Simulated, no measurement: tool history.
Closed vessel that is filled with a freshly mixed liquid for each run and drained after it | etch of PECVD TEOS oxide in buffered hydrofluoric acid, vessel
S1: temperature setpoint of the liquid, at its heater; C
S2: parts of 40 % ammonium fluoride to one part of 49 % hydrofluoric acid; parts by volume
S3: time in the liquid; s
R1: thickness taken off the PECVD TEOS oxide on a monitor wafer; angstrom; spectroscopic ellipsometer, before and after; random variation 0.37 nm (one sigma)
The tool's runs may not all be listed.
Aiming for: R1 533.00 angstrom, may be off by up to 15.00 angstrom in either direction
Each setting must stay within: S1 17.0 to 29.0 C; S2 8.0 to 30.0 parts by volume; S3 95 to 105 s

Run 1, hour 0.0: S1 21.0 C, S2 21.5 parts by volume, S3 95 s. Result: R1 685.71 angstrom.
Run 2, hour 4.7: S1 21.0 C, S2 24.5 parts by volume, S3 95 s. Result: R1 631.97 angstrom.
Run 3, hour 9.4: S1 21.0 C, S2 24.5 parts by volume, S3 105 s. Result: R1 697.52 angstrom.
Run 4, hour 18.1: S1 21.0 C, S2 24.5 parts by volume, S3 95 s. Result: R1 633.08 angstrom.
Run 5, hour 26.1: S1 20.5 C, S2 24.5 parts by volume, S3 95 s. Result: R1 611.90 angstrom.
Run 6, hour 33.4: S1 20.5 C, S2 24.5 parts by volume, S3 105 s. Result: R1 676.48 angstrom.
Run 7, hour 39.7: S1 19.5 C, S2 24.5 parts by volume, S3 105 s. Result: R1 646.17 angstrom.
Run 8, hour 41.9: S1 19.0 C, S2 25.0 parts by volume, S3 105 s. Result: R1 617.99 angstrom.
Run 9, hour 46.0: S1 18.5 C, S2 25.0 parts by volume, S3 105 s. Result: R1 596.42 angstrom.
Run 10, hour 51.8: S1 18.0 C, S2 25.0 parts by volume, S3 105 s. Result: R1 579.46 angstrom.
Run 11, hour 58.8: S1 17.5 C, S2 25.5 parts by volume, S3 105 s. Result: R1 563.69 angstrom.
Run 12, hour 64.0: S1 17.5 C, S2 25.5 parts by volume, S3 105 s. Result: R1 559.83 angstrom.

Exactly one of the 5 candidate moves below puts every result within its allowed miss. Which one?
Run A, hour 69.2: S1 17.5 C, S2 27.0 parts by volume, S3 100 s. Result: R1 ?.
Run B, hour 69.2: S1 18.0 C, S2 26.5 parts by volume, S3 100 s. Result: R1 ?.
Run C, hour 69.2: S1 17.0 C, S2 27.0 parts by volume, S3 100 s. Result: R1 ?.
Run D, hour 69.2: S1 21.0 C, S2 29.5 parts by volume, S3 100 s. Result: R1 ?.
Run E, hour 69.2: S1 17.0 C, S2 26.5 parts by volume, S3 100 s. Result: R1 ?.

move      R1
   A  510.26
   B  531.89
   C  495.85
   D  585.10
   E  502.32
A: takes the biggest miss from the last run beyond its target
B: every result within its allowed miss
C: takes the biggest miss from the last run beyond its target
D: further off than the last run
E: takes the biggest miss from the last run beyond its target
Move B is the one to make.
